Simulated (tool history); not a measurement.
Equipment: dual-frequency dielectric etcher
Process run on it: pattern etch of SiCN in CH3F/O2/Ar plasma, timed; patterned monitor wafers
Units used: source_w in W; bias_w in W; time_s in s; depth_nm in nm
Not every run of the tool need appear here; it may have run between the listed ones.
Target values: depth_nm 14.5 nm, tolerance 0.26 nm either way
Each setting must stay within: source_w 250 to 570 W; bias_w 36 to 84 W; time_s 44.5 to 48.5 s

run  hour  source_w  bias_w  time_s  depth_nm
  1     0       410      60    48.5    16.199
  2   6.3       410      60    48.5    16.107
  3    11       380      59    48.5    15.718
  4  16.1       350      58    48.5    15.378
  5  24.2       350      58    44.5    14.057
  6  30.6       320      58    44.5    13.784
  7  34.6       330      58    44.5    13.988
  8  39.4       340      58    44.5    14.082
  9  45.4       350      58    44.5    14.025

5 next moves are on the table. One of them brings every result within its allowed miss. Which?
  A  51.4       290      61    44.5         ?
  B  51.4       360      56    44.5         ?
  C  51.4       330      55    45.5         ?
  D  51.4       380      58      45         ?
  E  51.4       340      51    46.5         ?

move  depth_nm
   A    13.786
   B    13.965
   C    13.881
   D    14.524
   E    13.833
A: moves away from the targets compared with the last run
B: moves away from the targets compared with the last run
C: moves away from the targets compared with the last run
D: in spec on every target
E: moves away from the targets compared with the last run
Correct choice: D, which meets every target

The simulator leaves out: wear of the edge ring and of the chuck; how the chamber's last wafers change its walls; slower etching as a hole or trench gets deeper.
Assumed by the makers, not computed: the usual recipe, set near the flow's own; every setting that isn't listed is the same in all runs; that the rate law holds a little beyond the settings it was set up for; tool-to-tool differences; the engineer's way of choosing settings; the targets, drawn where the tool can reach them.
